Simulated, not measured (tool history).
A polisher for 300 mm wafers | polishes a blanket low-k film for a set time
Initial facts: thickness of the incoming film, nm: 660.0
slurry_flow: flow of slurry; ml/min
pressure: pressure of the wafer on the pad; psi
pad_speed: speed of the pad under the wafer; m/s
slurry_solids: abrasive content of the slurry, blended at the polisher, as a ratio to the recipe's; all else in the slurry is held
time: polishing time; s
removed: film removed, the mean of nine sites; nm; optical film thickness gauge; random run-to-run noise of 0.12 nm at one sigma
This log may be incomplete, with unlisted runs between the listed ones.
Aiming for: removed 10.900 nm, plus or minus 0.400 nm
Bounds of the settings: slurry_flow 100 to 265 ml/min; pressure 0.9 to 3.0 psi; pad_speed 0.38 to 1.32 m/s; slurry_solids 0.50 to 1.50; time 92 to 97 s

run 1 hour=0.0 | slurry_flow=170 pressure=1.9 pad_speed=0.84 slurry_solids=1.00 time=92 | removed=30.402
run 2 hour=3.8 | slurry_flow=170 pressure=1.9 pad_speed=0.98 slurry_solids=1.00 time=92 | removed=33.632
run 3 hour=4.3 | slurry_flow=165 pressure=1.7 pad_speed=0.84 slurry_solids=0.95 time=92 | removed=25.990
run 4 hour=13.0 | slurry_flow=160 pressure=1.5 pad_speed=0.74 slurry_solids=0.95 time=92 | removed=20.960
run 5 hour=14.7 | slurry_flow=185 pressure=1.5 pad_speed=0.74 slurry_solids=0.95 time=92 | removed=21.361
run 6 hour=16.7 | slurry_flow=185 pressure=1.5 pad_speed=0.74 slurry_solids=0.95 time=92 | removed=20.866
run 7 hour=21.8 | slurry_flow=185 pressure=1.4 pad_speed=0.68 slurry_solids=0.95 time=92 | removed=18.725
run 8 hour=29.2 | slurry_flow=185 pressure=1.3 pad_speed=0.62 slurry_solids=0.95 time=92 | removed=15.956
run 9 hour=30.3 | slurry_flow=185 pressure=1.2 pad_speed=0.60 slurry_solids=0.95 time=92 | removed=14.355
run 10 hour=31.8 | slurry_flow=185 pressure=1.1 pad_speed=0.58 slurry_solids=0.95 time=92 | removed=13.060
-- hour=36.0 slurry nozzle cleaned
run 11 hour=36.0 | slurry_flow=180 pressure=1.0 pad_speed=0.56 slurry_solids=0.95 time=92 | removed=11.829
run 12 hour=42.2 | slurry_flow=180 pressure=1.0 pad_speed=0.56 slurry_solids=0.95 time=92 | removed=11.816
run 13 hour=48.0 | slurry_flow=175 pressure=1.0 pad_speed=0.56 slurry_solids=0.95 time=92 | removed=11.938

Pick the move, out of 5, that brings all results within their allowed miss; only one does.
run A hour=53.8 | slurry_flow=185 pressure=1.0 pad_speed=0.66 slurry_solids=0.90 time=92 | removed=?
run B hour=53.8 | slurry_flow=175 pressure=0.9 pad_speed=0.54 slurry_solids=1.00 time=92 | removed=?
run C hour=53.8 | slurry_flow=145 pressure=1.0 pad_speed=0.70 slurry_solids=0.95 time=92 | removed=?
run D hour=53.8 | slurry_flow=175 pressure=0.9 pad_speed=0.68 slurry_solids=1.10 time=92 | removed=?
run E hour=53.8 | slurry_flow=250 pressure=1.2 pad_speed=0.44 slurry_solids=0.95 time=96 | removed=?

move=A removed=13.475
move=B removed=11.041
move=C removed=14.213
move=D removed=14.020
move=E removed=12.916
A: the biggest miss grows against the last run
B: in spec on every target
C: the biggest miss grows against the last run
D: the biggest miss grows against the last run
E: the biggest miss grows against the last run
The move that meets every target is B.

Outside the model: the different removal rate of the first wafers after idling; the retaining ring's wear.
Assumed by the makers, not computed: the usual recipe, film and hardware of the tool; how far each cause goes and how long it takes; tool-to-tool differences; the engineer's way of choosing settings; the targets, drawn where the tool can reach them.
